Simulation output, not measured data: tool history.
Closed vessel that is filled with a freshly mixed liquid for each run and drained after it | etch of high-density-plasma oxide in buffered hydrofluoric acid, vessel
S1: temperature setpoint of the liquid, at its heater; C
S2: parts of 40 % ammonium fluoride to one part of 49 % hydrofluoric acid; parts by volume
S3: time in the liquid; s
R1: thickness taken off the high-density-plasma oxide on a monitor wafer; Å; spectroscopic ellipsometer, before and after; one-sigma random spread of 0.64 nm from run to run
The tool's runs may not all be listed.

run,hour,S1,S2,S3,R1
1,0.0,25.0,21.0,90,622.97
2,7.4,25.0,24.0,90,574.26
3,12.7,25.0,24.0,90,571.04
4,13.8,26.5,24.0,90,625.82
5,19.4,26.5,24.0,95,653.36
6,23.2,27.5,24.0,95,685.47

The next listed run, before its measurement:
7,27.4,28.5,24.0,95,?

{"run 7": {"R1": 729.23}}
